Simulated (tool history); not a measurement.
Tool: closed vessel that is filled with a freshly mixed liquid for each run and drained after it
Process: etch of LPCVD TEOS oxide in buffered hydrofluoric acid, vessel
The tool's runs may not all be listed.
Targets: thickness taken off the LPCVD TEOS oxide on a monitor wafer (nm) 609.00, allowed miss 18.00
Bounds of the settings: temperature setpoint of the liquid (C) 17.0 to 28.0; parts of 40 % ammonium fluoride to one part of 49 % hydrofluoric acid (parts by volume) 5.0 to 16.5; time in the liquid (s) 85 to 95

run,hour,temperature setpoint of the liquid (C),parts of 40 % ammonium fluoride to one part of 49 % hydrofluoric acid (parts by volume),time in the liquid (s),thickness taken off the LPCVD TEOS oxide on a monitor wafer (nm)
1,0.0,20.0,10.0,85,383.13
2,2.4,17.0,10.0,85,319.96
3,10.8,17.0,12.0,85,272.76
4,11.8,20.0,11.5,85,334.04
5,14.7,22.5,11.0,85,409.31
6,19.3,22.5,11.0,95,455.46
7,24.1,24.0,11.0,95,499.61
8,30.2,25.0,11.0,95,523.51
9,32.4,26.0,11.0,95,546.30
10,33.6,26.5,11.0,95,553.87
11,34.6,27.0,11.0,95,578.76

4 next moves are on the table. One of them brings every result within its allowed miss. Which?
A,35.6,26.0,9.0,85,?
B,35.6,26.5,11.0,95,?
C,35.6,28.0,11.0,95,?
D,35.6,26.0,10.5,90,?

move,thickness taken off the LPCVD TEOS oxide on a monitor wafer (nm)
A,564.77
B,553.10
C,599.23
D,533.74
A: further off than the last run
B: further off than the last run
C: meets every target
D: further off than the last run
The right move is C.
